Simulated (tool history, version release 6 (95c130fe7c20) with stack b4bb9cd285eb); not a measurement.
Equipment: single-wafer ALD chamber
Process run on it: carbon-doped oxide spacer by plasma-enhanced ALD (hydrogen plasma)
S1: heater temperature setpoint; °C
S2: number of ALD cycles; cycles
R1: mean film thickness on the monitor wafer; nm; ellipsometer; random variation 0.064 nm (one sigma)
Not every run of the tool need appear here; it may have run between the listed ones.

run	hour	S1	S2	R1
1	0	420	487	22.953
2	7.1	418	502	23.83
3	14.4	410	502	24.347
4	22.1	410	544	26.455
5	26.4	405	544	26.695
6	35.2	412	544	26.284
7	42.9	411	549	26.525
8	50.1	410	553	26.836
9	55.2	409	556	27.007

Forecast run 10:
10	62.2	408	559	?

{"run 10": {"R1": 27.247}}
